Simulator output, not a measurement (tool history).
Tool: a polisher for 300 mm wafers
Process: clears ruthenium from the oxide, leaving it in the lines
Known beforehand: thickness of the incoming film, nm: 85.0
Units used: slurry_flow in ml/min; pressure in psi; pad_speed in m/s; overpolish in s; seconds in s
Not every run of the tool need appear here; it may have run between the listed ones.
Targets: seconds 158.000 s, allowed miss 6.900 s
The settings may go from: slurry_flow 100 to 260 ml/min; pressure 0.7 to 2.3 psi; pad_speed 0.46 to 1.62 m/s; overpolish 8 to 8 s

run  hour  slurry_flow  pressure  pad_speed  overpolish  seconds
  1   0.0          165       1.5       1.04           8  107.710
  2   1.6          165       1.5       1.26           8   93.103
  3   9.7          165       1.7       1.26           8   79.991
  4  18.1          165       2.0       1.26           8   68.737
  5  26.3          165       2.0       1.26           8   68.776
  6  34.5          165       2.0       1.18           8   72.735
  7  40.2          165       1.8       1.16           8   82.993
  8  42.1          155       1.4       1.08           8  115.300
  9  47.2          150       1.3       1.08           8  122.690
 10  53.1          145       1.2       1.08           8  134.480
 11  58.5          140       1.2       1.08           8  132.710
 12  60.0          135       1.1       1.08           8  148.300
 13  63.5          130       1.1       1.08           8  148.780

4 candidate next runs follow, results not yet known. Just one meets every target within its allowed miss. Identify it.
  A  67.0          160       1.3       0.86           8        ?
  B  67.0          100       1.1       1.24           8        ?
  C  67.0          125       1.2       0.90           8        ?
  D  67.0          160       1.2       1.00           8        ?

move  seconds
   A  142.620
   B  139.800
   C  156.550
   D  136.910
A: moves away from the targets compared with the last run
B: moves away from the targets compared with the last run
C: all results land within tolerance of their targets
D: moves away from the targets compared with the last run
Move C is the one to make.

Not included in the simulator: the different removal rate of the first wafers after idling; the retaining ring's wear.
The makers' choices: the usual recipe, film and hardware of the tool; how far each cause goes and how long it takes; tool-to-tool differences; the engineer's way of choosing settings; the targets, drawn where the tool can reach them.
